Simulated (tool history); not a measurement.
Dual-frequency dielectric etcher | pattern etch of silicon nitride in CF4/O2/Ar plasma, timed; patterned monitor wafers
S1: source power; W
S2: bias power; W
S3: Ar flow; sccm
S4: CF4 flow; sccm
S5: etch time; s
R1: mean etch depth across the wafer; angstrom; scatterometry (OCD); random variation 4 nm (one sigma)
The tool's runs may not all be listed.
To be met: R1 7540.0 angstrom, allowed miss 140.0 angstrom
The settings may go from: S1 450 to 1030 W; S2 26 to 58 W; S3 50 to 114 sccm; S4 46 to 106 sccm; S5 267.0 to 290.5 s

{"run": 1, "day": 0.0, "S1": 740, "S2": 42, "S3": 82, "S4": 76, "S5": 290.5, "R1": 6657.7}
{"run": 2, "day": 0.062, "S1": 740, "S2": 42, "S3": 71, "S4": 76, "S5": 290.5, "R1": 6789.3}
{"run": 3, "day": 0.404, "S1": 740, "S2": 42, "S3": 60, "S4": 76, "S5": 290.5, "R1": 6938.1}
{"run": 4, "day": 0.525, "S1": 740, "S2": 37, "S3": 60, "S4": 76, "S5": 290.5, "R1": 6613.0}
{"run": 5, "day": 0.733, "S1": 740, "S2": 37, "S3": 66, "S4": 76, "S5": 290.5, "R1": 6569.0}
{"run": 6, "day": 0.796, "S1": 770, "S2": 37, "S3": 66, "S4": 76, "S5": 290.5, "R1": 6828.3}
{"run": 7, "day": 0.946, "S1": 790, "S2": 37, "S3": 66, "S4": 76, "S5": 290.5, "R1": 6802.8}
{"run": 8, "day": 1.288, "S1": 820, "S2": 37, "S3": 66, "S4": 76, "S5": 290.5, "R1": 7023.3}
{"run": 9, "day": 1.521, "S1": 840, "S2": 37, "S3": 66, "S4": 76, "S5": 290.5, "R1": 7154.6}
{"run": 10, "day": 1.554, "S1": 850, "S2": 37, "S3": 66, "S4": 76, "S5": 290.5, "R1": 7205.5}
{"run": 11, "day": 1.704, "S1": 860, "S2": 37, "S3": 66, "S4": 76, "S5": 290.5, "R1": 7241.2}
{"run": 12, "day": 1.892, "S1": 870, "S2": 37, "S3": 66, "S4": 76, "S5": 290.5, "R1": 7389.5}

5 next moves are on the table. One of them brings every result within its allowed miss. Which?
{"run": "A", "day": 2.079, "S1": 930, "S2": 42, "S3": 70, "S4": 63, "S5": 274.0, "R1": "?"}
{"run": "B", "day": 2.079, "S1": 900, "S2": 38, "S3": 59, "S4": 76, "S5": 275.5, "R1": "?"}
{"run": "C", "day": 2.079, "S1": 820, "S2": 44, "S3": 50, "S4": 72, "S5": 286.5, "R1": "?"}
{"run": "D", "day": 2.079, "S1": 990, "S2": 26, "S3": 55, "S4": 63, "S5": 290.5, "R1": "?"}
{"run": "E", "day": 2.079, "S1": 890, "S2": 39, "S3": 71, "S4": 78, "S5": 279.0, "R1": "?"}

move=A R1=7328.9
move=B R1=7235.8
move=C R1=7542.8
move=D R1=7137.6
move=E R1=7195.7
A: further off than the last run
B: further off than the last run
C: meets every target
D: further off than the last run
E: further off than the last run
Move C is the one to make.

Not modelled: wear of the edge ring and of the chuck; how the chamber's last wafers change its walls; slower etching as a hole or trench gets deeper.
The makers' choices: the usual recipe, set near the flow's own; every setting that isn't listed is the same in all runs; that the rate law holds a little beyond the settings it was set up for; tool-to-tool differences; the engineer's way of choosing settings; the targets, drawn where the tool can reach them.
